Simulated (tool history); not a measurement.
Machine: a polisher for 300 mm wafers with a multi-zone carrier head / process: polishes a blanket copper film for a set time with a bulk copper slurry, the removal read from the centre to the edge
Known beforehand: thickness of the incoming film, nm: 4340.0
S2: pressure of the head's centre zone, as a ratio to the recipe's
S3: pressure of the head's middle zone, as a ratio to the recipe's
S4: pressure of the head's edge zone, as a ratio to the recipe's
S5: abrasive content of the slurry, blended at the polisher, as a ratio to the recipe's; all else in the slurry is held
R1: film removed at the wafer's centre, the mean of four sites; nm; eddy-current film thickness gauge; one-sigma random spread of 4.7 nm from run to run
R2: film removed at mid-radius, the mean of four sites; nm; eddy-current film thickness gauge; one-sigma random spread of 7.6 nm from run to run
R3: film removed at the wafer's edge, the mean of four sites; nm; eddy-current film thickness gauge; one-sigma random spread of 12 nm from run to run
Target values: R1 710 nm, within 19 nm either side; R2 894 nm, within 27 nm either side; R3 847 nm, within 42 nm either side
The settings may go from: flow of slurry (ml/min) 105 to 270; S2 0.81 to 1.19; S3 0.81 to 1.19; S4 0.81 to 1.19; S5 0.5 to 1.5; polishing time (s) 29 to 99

Run 1, hour 0: flow of slurry (ml/min) 175, S2 1, S3 1, S4 1, S5 1, polishing time (s) 64. Result: R1 719.31 nm, R2 725.9 nm, R3 729.43 nm.
Run 2, hour 6.3: flow of slurry (ml/min) 175, S2 1, S3 1, S4 1, S5 1, polishing time (s) 52. Result: R1 585.84 nm, R2 586.95 nm, R3 590.24 nm.
Run 3, hour 10.4: flow of slurry (ml/min) 175, S2 1, S3 1, S4 0.94, S5 1, polishing time (s) 52. Result: R1 585.85 nm, R2 597.39 nm, R3 579.33 nm.
Run 4, hour 15.6: flow of slurry (ml/min) 175, S2 0.95, S3 1, S4 0.94, S5 1, polishing time (s) 52. Result: R1 554.63 nm, R2 595.43 nm, R3 578.89 nm.
Run 5, hour 16.5: flow of slurry (ml/min) 175, S2 0.95, S3 0.97, S4 0.94, S5 1, polishing time (s) 52. Result: R1 563.66 nm, R2 578.47 nm, R3 570.43 nm.
Run 6, hour 19.7: flow of slurry (ml/min) 175, S2 0.87, S3 0.97, S4 0.94, S5 1, polishing time (s) 52. Result: R1 512.48 nm, R2 568.42 nm, R3 580.02 nm.
Run 7, hour 27.4: flow of slurry (ml/min) 185, S2 0.88, S3 1.01, S4 0.97, S5 1.1, polishing time (s) 54. Result: R1 560.13 nm, R2 637.43 nm, R3 632.45 nm.
Run 8, hour 32.3: flow of slurry (ml/min) 195, S2 0.88, S3 1.04, S4 1, S5 1.2, polishing time (s) 55. Result: R1 588.26 nm, R2 695.18 nm, R3 661.97 nm.

Pick the move, out of 5, that brings all results within their allowed miss; only one does.
Run A, hour 37.2: flow of slurry (ml/min) 245, S2 0.9, S3 1.03, S4 1.01, S5 1.5, polishing time (s) 64. Result: R1 ?, R2 ?, R3 ?.
Run B, hour 37.2: flow of slurry (ml/min) 205, S2 0.82, S3 1.08, S4 1.01, S5 1.35, polishing time (s) 47. Result: R1 ?, R2 ?, R3 ?.
Run C, hour 37.2: flow of slurry (ml/min) 200, S2 0.94, S3 1.04, S4 0.83, S5 0.85, polishing time (s) 74. Result: R1 ?, R2 ?, R3 ?.
Run D, hour 37.2: flow of slurry (ml/min) 145, S2 0.93, S3 0.81, S4 0.99, S5 1, polishing time (s) 50. Result: R1 ?, R2 ?, R3 ?.
Run E, hour 37.2: flow of slurry (ml/min) 195, S2 0.85, S3 1.08, S4 1.07, S5 1.1, polishing time (s) 71. Result: R1 ?, R2 ?, R3 ?.

move      R1      R2      R3
   A  772.04  884.79  845.47
   B  487.63  640.95   591.1
   C  757.86  840.69  763.51
   D  501.14   460.4  548.04
   E   711.7  902.79  847.72
A: brings the last run's worst result on target, with another outside its allowed miss
B: further off than the last run
C: closer than the last run, but not yet in spec
D: further off than the last run
E: each result inside its tolerance
So the answer is move E, the one that meets all the targets.
